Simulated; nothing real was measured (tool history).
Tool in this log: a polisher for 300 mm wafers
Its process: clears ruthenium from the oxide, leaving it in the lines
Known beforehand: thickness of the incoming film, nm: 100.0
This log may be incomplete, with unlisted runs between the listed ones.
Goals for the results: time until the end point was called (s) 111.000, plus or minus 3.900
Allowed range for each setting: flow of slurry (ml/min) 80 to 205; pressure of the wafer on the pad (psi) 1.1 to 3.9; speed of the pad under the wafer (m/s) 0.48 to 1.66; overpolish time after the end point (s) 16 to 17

run  hour  flow of slurry (ml/min)  pressure of the wafer on the pad (psi)  speed of the pad under the wafer (m/s)  overpolish time after the end point (s)  time until the end point was called (s)
  1   0.0                      135                                     2.5                                    1.06                                       16                                   69.245
  2   5.2                      160                                     2.5                                    1.06                                       16                                   66.078
  3   8.0                      150                                     2.2                                    1.06                                       16                                   76.550
  4  16.8                      145                                     2.0                                    1.06                                       16                                   82.524
  5  20.9                      145                                     2.0                                    1.28                                       16                                   68.552
  6  27.4                      140                                     1.8                                    1.26                                       16                                   76.566
  7  28.2                      135                                     1.6                                    1.24                                       16                                   83.488
  8  35.3                      130                                     1.5                                    1.22                                       16                                   92.647
  9  37.9                      120                                     1.4                                    1.22                                       16                                   97.267
 10  46.1                      115                                     1.3                                    1.22                                       16                                  102.580
 11  48.0                      110                                     1.3                                    1.22                                       16                                  105.160
 12  55.1                      105                                     1.3                                    1.22                                       16                                  104.920
 13  55.8                      100                                     1.3                                    1.22                                       16                                  107.050

Pick the move, out of 4, that brings all results within their allowed miss; only one does.
  A  56.5                      120                                     1.1                                    1.28                                       17                                        ?
  B  56.5                       80                                     1.5                                    1.16                                       17                                        ?
  C  56.5                      105                                     1.3                                    1.10                                       17                                        ?
  D  56.5                      105                                     1.4                                    1.18                                       17                                        ?

move  time until the end point was called (s)
   A                                  110.980
   B                                  102.750
   C                                  115.850
   D                                  102.240
A: all results in spec
B: further off than the last run
C: takes the biggest miss from the last run beyond its target
D: further off than the last run
Go with A: it meets all targets.
